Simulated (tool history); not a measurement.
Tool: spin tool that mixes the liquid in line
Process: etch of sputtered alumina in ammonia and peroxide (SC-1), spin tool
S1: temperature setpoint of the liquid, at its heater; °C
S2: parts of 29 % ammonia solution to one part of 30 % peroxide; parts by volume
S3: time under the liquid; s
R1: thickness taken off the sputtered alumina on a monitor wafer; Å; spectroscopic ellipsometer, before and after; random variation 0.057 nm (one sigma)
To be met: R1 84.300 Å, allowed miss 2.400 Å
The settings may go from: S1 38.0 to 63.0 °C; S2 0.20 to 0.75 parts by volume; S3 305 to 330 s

Run 1, hour 0.0: S1 47.0 °C, S2 0.45 parts by volume, S3 305 s. Result: R1 140.710 Å.
Run 2, hour 2.7: S1 50.5 °C, S2 0.45 parts by volume, S3 305 s. Result: R1 168.610 Å.
Run 3, hour 11.4: S1 47.0 °C, S2 0.45 parts by volume, S3 305 s. Result: R1 139.770 Å.
Run 4, hour 13.4: S1 47.0 °C, S2 0.45 parts by volume, S3 305 s. Result: R1 138.470 Å.
Run 5, hour 16.6: S1 43.0 °C, S2 0.45 parts by volume, S3 305 s. Result: R1 110.590 Å.
Run 6, hour 22.6: S1 43.0 °C, S2 0.45 parts by volume, S3 305 s. Result: R1 111.760 Å.
Run 7, hour 28.0: S1 43.0 °C, S2 0.45 parts by volume, S3 305 s. Result: R1 110.470 Å.
Run 8, hour 30.5: S1 42.0 °C, S2 0.45 parts by volume, S3 305 s. Result: R1 104.990 Å.
Run 9, hour 34.7: S1 41.0 °C, S2 0.45 parts by volume, S3 305 s. Result: R1 97.584 Å.
Run 10, hour 41.3: S1 40.5 °C, S2 0.45 parts by volume, S3 305 s. Result: R1 95.438 Å.
Run 11, hour 49.8: S1 40.0 °C, S2 0.45 parts by volume, S3 305 s. Result: R1 92.789 Å.
Run 12, hour 52.3: S1 39.5 °C, S2 0.45 parts by volume, S3 305 s. Result: R1 90.756 Å.
Run 13, hour 59.4: S1 39.0 °C, S2 0.45 parts by volume, S3 305 s. Result: R1 87.016 Å.

4 next moves are on the table. One of them brings every result within its allowed miss. Which?
Run A, hour 66.5: S1 40.0 °C, S2 0.25 parts by volume, S3 330 s. Result: R1 ?.
Run B, hour 66.5: S1 38.5 °C, S2 0.45 parts by volume, S3 305 s. Result: R1 ?.
Run C, hour 66.5: S1 38.5 °C, S2 0.40 parts by volume, S3 330 s. Result: R1 ?.
Run D, hour 66.5: S1 39.5 °C, S2 0.30 parts by volume, S3 320 s. Result: R1 ?.

move      R1
   A  95.783
   B  85.674
   C  91.658
   D  91.763
A: further off than the last run
B: meets every target
C: further off than the last run
D: further off than the last run
Move B is the one to make.

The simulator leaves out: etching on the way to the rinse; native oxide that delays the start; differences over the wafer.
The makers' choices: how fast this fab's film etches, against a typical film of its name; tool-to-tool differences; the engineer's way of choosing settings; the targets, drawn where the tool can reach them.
